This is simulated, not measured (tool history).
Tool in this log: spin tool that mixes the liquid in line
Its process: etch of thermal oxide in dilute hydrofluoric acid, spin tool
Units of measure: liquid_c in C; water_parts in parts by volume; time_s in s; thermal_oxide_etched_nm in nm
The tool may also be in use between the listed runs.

Run 1, day 0: liquid_c 23 C, water_parts 55 parts by volume, time_s 65 s. Result: thermal_oxide_etched_nm 5.3319 nm.
Run 2, day 0.321: liquid_c 20.5 C, water_parts 55 parts by volume, time_s 65 s. Result: thermal_oxide_etched_nm 4.8485 nm.
Run 3, day 0.642: liquid_c 23 C, water_parts 55 parts by volume, time_s 65 s. Result: thermal_oxide_etched_nm 5.2863 nm.
Run 4, day 0.775: liquid_c 23 C, water_parts 55 parts by volume, time_s 45 s. Result: thermal_oxide_etched_nm 3.7306 nm.
Run 5, day 0.842: liquid_c 23 C, water_parts 50 parts by volume, time_s 45 s. Result: thermal_oxide_etched_nm 4.1042 nm.
Run 6, day 1.129: liquid_c 24 C, water_parts 45 parts by volume, time_s 50 s. Result: thermal_oxide_etched_nm 5.3836 nm.
Run 7, day 1.45: liquid_c 24.5 C, water_parts 45 parts by volume, time_s 50 s. Result: thermal_oxide_etched_nm 5.3776 nm.
Run 8, day 1.538: liquid_c 28.5 C, water_parts 30 parts by volume, time_s 50 s. Result: thermal_oxide_etched_nm 9.6399 nm.

Run 9, settings as shown, results not yet in. Your forecast:
Run 9, day 1.646: liquid_c 28.5 C, water_parts 30 parts by volume, time_s 50 s. Result: thermal_oxide_etched_nm ?.

{"run 9": {"thermal_oxide_etched_nm": 9.9008}}
